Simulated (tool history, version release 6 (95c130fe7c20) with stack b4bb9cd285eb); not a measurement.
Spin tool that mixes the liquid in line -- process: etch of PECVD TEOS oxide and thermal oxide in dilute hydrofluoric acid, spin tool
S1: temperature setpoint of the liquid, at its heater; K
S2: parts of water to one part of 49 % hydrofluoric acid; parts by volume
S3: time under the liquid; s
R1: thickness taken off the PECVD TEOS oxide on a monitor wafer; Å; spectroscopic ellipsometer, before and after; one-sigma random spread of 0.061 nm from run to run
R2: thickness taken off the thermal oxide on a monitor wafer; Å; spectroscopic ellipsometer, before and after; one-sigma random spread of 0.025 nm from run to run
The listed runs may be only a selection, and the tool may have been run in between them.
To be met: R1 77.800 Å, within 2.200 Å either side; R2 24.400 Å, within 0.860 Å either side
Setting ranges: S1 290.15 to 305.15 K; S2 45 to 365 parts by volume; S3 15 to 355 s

{"run": 1, "day": 0.0, "S1": 297.15, "S2": 205, "S3": 180, "R1": 124.09, "R2": 38.296}
{"run": 2, "day": 0.154, "S1": 295.15, "S2": 215, "S3": 180, "R1": 107.57, "R2": 33.689}
{"run": 3, "day": 0.246, "S1": 295.15, "S2": 215, "S3": 145, "R1": 86.712, "R2": 27.511}
{"run": 4, "day": 0.496, "S1": 295.15, "S2": 280, "S3": 145, "R1": 62.962, "R2": 19.169}
{"run": 5, "day": 0.667, "S1": 296.15, "S2": 275, "S3": 140, "R1": 64.56, "R2": 20.252}
{"run": 6, "day": 1.021, "S1": 297.65, "S2": 275, "S3": 140, "R1": 67.58, "R2": 21.319}
{"run": 7, "day": 1.321, "S1": 298.15, "S2": 275, "S3": 140, "R1": 68.335, "R2": 21.826}
{"run": 8, "day": 1.467, "S1": 298.15, "S2": 270, "S3": 140, "R1": 72.008, "R2": 22.067}

Which one of the following 5 next-run settings gets every result inside its allowed miss? There is exactly one.
{"run": "A", "day": 1.612, "S1": 298.65, "S2": 245, "S3": 125, "R1": "?", "R2": "?"}
{"run": "B", "day": 1.612, "S1": 294.65, "S2": 165, "S3": 90, "R1": "?", "R2": "?"}
{"run": "C", "day": 1.612, "S1": 294.15, "S2": 195, "S3": 120, "R1": "?", "R2": "?"}
{"run": "D", "day": 1.612, "S1": 293.15, "S2": 200, "S3": 120, "R1": "?", "R2": "?"}
{"run": "E", "day": 1.612, "S1": 294.65, "S2": 190, "S3": 105, "R1": "?", "R2": "?"}

move=A R1=73.553 R2=22.521
move=B R1=73.793 R2=22.595
move=C R1=79.170 R2=24.241
move=D R1=73.909 R2=22.630
move=E R1=72.840 R2=22.303
A: moves toward the targets from the last run without getting all of them in spec
B: moves toward the targets from the last run without getting all of them in spec
C: all results land within tolerance of their targets
D: moves toward the targets from the last run without getting all of them in spec
E: moves toward the targets from the last run without getting all of them in spec
Go with C: it meets all targets.
